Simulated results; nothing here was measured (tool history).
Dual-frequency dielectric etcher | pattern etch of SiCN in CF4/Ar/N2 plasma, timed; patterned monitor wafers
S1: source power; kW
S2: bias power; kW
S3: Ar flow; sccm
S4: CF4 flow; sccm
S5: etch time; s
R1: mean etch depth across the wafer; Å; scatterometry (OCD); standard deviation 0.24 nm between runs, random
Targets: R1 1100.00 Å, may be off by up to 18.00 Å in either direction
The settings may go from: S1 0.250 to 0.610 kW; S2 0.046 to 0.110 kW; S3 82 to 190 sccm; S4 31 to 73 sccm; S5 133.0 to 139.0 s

run	hour	S1	S2	S3	S4	S5	R1
1	0.0	0.430	0.078	136	52	133.0	956.21
2	4.0	0.430	0.072	136	52	133.0	929.21
3	8.6	0.430	0.058	136	52	133.0	857.02
4	9.6	0.430	0.065	136	52	133.0	894.33
5	15.7	0.430	0.065	136	45	133.0	873.70
6	18.9	0.460	0.065	136	45	133.0	901.32
7	22.7	0.490	0.065	136	45	133.0	934.14
8	29.5	0.580	0.067	136	45	133.0	1032.40

Consider the 5 candidate settings below. Which is the only one whose results all fall within their allowed miss of target?
A	36.3	0.610	0.070	108	48	135.5	?
B	36.3	0.610	0.063	134	59	139.0	?
C	36.3	0.610	0.071	123	44	134.0	?
D	36.3	0.610	0.071	134	45	139.0	?
E	36.3	0.610	0.068	115	47	137.0	?

move	R1
A	1144.50
B	1137.20
C	1104.00
D	1136.60
E	1132.40
A: the result that was furthest off in the last run now lies on the other side of its target
B: the result that was furthest off in the last run now lies on the other side of its target
C: all results land within tolerance of their targets
D: the result that was furthest off in the last run now lies on the other side of its target
E: the result that was furthest off in the last run now lies on the other side of its target
Go with C: it meets all targets.
